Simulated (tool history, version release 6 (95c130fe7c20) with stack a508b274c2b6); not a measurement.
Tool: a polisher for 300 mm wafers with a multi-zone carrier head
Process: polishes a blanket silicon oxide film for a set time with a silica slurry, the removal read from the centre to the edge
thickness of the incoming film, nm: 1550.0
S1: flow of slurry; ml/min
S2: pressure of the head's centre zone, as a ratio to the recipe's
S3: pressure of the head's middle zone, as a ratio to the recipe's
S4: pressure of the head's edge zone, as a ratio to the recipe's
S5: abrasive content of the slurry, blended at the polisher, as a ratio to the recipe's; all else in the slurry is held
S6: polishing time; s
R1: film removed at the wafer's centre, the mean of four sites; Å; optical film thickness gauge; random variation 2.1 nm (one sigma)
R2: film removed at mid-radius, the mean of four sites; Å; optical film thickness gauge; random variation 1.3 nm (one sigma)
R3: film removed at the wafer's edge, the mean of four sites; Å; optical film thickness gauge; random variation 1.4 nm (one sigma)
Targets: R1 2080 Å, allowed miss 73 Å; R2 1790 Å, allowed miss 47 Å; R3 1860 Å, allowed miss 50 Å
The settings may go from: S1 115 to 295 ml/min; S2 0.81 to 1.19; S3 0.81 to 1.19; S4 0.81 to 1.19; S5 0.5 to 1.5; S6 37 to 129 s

run 1 hour=0 | S1=190 S2=1 S3=1 S4=1 S5=1 S6=83 | R1=2792.7 R2=2470 R3=2502.6
run 2 hour=8.5 | S1=185 S2=0.99 S3=0.98 S4=0.97 S5=0.9 S6=83 | R1=2610.6 R2=2334.7 R3=2347.5
run 3 hour=16.2 | S1=180 S2=0.99 S3=0.96 S4=0.95 S5=0.85 S6=83 | R1=2580.9 R2=2224 R3=2240.2
run 4 hour=23.8 | S1=175 S2=0.97 S3=0.94 S4=0.93 S5=0.8 S6=83 | R1=2372.9 R2=2080.7 R3=2147.6
-- hour=31.3 centre zone pressure recalibrated
run 5 hour=31.3 | S1=175 S2=1 S3=0.94 S4=0.93 S5=0.8 S6=83 | R1=2197 R2=2110.5 R3=2152.5
run 6 hour=32.5 | S1=175 S2=1 S3=0.94 S4=0.93 S5=0.95 S6=83 | R1=2395.2 R2=2294.6 R3=2333
run 7 hour=37.4 | S1=180 S2=0.99 S3=0.93 S4=0.92 S5=0.85 S6=83 | R1=2276.1 R2=2135.7 R3=2212.5
run 8 hour=38.5 | S1=175 S2=0.97 S3=0.93 S4=0.92 S5=0.8 S6=83 | R1=2104.1 R2=2066.4 R3=2143.5
run 9 hour=47.2 | S1=175 S2=0.99 S3=0.92 S4=0.92 S5=0.75 S6=83 | R1=2120.3 R2=1977 R3=2087.1
run 10 hour=53.6 | S1=180 S2=0.99 S3=0.93 S4=0.92 S5=0.7 S6=83 | R1=2058.5 R2=1933.4 R3=1999.9
run 11 hour=61.5 | S1=185 S2=0.99 S3=0.94 S4=0.93 S5=0.65 S6=83 | R1=2037.7 R2=1864.7 R3=1974.5
run 12 hour=69.6 | S1=185 S2=1 S3=0.95 S4=0.94 S5=0.65 S6=83 | R1=1996.7 R2=1879.9 R3=1953.3
run 13 hour=75.2 | S1=190 S2=0.98 S3=0.97 S4=0.96 S5=0.6 S6=83 | R1=1907.1 R2=1862.4 R3=1883.5
run 14 hour=78.3 | S1=190 S2=1.01 S3=0.97 S4=0.96 S5=0.6 S6=83 | R1=1941.2 R2=1873.2 R3=1894.4
run 15 hour=79.1 | S1=210 S2=1.04 S3=0.98 S4=1 S5=0.6 S6=82 | R1=2049.2 R2=1859.8 R3=1912.6
run 16 hour=85.5 | S1=215 S2=1.06 S3=0.98 S4=1 S5=0.6 S6=82 | R1=2073.2 R2=1876.1 R3=1920.6

5 next moves are on the table. One of them brings every result within its allowed miss. Which?
run A hour=91.9 | S1=240 S2=1.03 S3=0.87 S4=1.03 S5=0.7 S6=78 | R1=? R2=? R3=?
run B hour=91.9 | S1=150 S2=1.03 S3=0.87 S4=1.04 S5=0.5 S6=101 | R1=? R2=? R3=?
run C hour=91.9 | S1=200 S2=1.06 S3=0.98 S4=0.95 S5=0.5 S6=96 | R1=? R2=? R3=?
run D hour=91.9 | S1=205 S2=1.07 S3=1 S4=1.02 S5=0.6 S6=82 | R1=? R2=? R3=?
run E hour=91.9 | S1=235 S2=1.14 S3=0.99 S4=1.07 S5=0.65 S6=73 | R1=? R2=? R3=?

move=A R1=2119.1 R2=1787.5 R3=2056.2
move=B R1=2114.4 R2=1795.9 R3=2108.4
move=C R1=2160.7 R2=1958.3 R3=1969.8
move=D R1=2084.4 R2=1902.3 R3=1944.7
move=E R1=2105.6 R2=1783.9 R3=1876.7
A: brings the result that was furthest off to its target, and leaves another outside
B: brings the result that was furthest off to its target, and leaves another outside
C: further off than the last run
D: further off than the last run
E: meets every target
Move E is the one to make.
